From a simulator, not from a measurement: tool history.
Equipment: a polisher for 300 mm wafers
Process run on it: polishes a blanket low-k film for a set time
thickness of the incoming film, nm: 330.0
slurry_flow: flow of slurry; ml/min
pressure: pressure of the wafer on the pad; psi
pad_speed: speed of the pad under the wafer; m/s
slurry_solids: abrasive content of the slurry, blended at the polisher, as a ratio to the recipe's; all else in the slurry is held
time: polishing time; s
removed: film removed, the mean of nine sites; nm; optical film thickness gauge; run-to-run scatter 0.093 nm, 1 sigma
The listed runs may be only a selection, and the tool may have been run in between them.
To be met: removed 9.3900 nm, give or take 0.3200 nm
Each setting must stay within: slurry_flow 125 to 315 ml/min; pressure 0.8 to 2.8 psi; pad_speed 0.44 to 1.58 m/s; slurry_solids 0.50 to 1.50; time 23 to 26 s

Run 1, day 0.000: slurry_flow 205 ml/min, pressure 1.8 psi, pad_speed 1.00 m/s, slurry_solids 1.00, time 26 s. Result: removed 12.2280 nm.
Run 2, day 0.154: slurry_flow 205 ml/min, pressure 1.8 psi, pad_speed 1.24 m/s, slurry_solids 1.00, time 26 s. Result: removed 14.2130 nm.
Run 3, day 0.454: slurry_flow 205 ml/min, pressure 1.8 psi, pad_speed 1.24 m/s, slurry_solids 1.00, time 26 s. Result: removed 14.3880 nm.
Run 4, day 0.508: slurry_flow 205 ml/min, pressure 2.1 psi, pad_speed 1.24 m/s, slurry_solids 1.00, time 26 s. Result: removed 16.7730 nm.
Run 5, day 0.712: slurry_flow 205 ml/min, pressure 1.9 psi, pad_speed 1.24 m/s, slurry_solids 1.00, time 26 s. Result: removed 15.2500 nm.
Run 6, day 0.883: slurry_flow 205 ml/min, pressure 1.9 psi, pad_speed 1.24 m/s, slurry_solids 1.00, time 26 s. Result: removed 15.1930 nm.
Run 7, day 1.038: slurry_flow 205 ml/min, pressure 1.7 psi, pad_speed 1.24 m/s, slurry_solids 1.00, time 26 s. Result: removed 13.4920 nm.
Run 8, day 1.250: slurry_flow 205 ml/min, pressure 1.6 psi, pad_speed 1.24 m/s, slurry_solids 1.00, time 26 s. Result: removed 12.7880 nm.
Run 9, day 1.400: slurry_flow 200 ml/min, pressure 1.1 psi, pad_speed 1.22 m/s, slurry_solids 1.00, time 26 s. Result: removed 8.9054 nm.
Run 10, day 1.717: slurry_flow 205 ml/min, pressure 1.1 psi, pad_speed 1.22 m/s, slurry_solids 1.00, time 26 s. Result: removed 8.7510 nm.
Run 11, day 1.988: slurry_flow 205 ml/min, pressure 1.1 psi, pad_speed 1.22 m/s, slurry_solids 1.00, time 26 s. Result: removed 8.7430 nm.

Of the 4 settings listed for the next run, only one would bring every result within its allowed miss of target. Which one?
Run A, day 2.258: slurry_flow 180 ml/min, pressure 1.0 psi, pad_speed 1.32 m/s, slurry_solids 1.15, time 25 s. Result: removed ?.
Run B, day 2.258: slurry_flow 225 ml/min, pressure 1.1 psi, pad_speed 1.06 m/s, slurry_solids 1.25, time 25 s. Result: removed ?.
Run C, day 2.258: slurry_flow 170 ml/min, pressure 1.1 psi, pad_speed 1.40 m/s, slurry_solids 1.05, time 25 s. Result: removed ?.
Run D, day 2.258: slurry_flow 225 ml/min, pressure 1.1 psi, pad_speed 1.14 m/s, slurry_solids 1.10, time 26 s. Result: removed ?.

move  removed
   A   8.5651
   B   8.3094
   C   9.4332
   D   8.7389
A: the biggest miss grows against the last run
B: the biggest miss grows against the last run
C: each result inside its tolerance
D: no better and no worse than the last run
So the answer is move C, the one that meets all the targets.
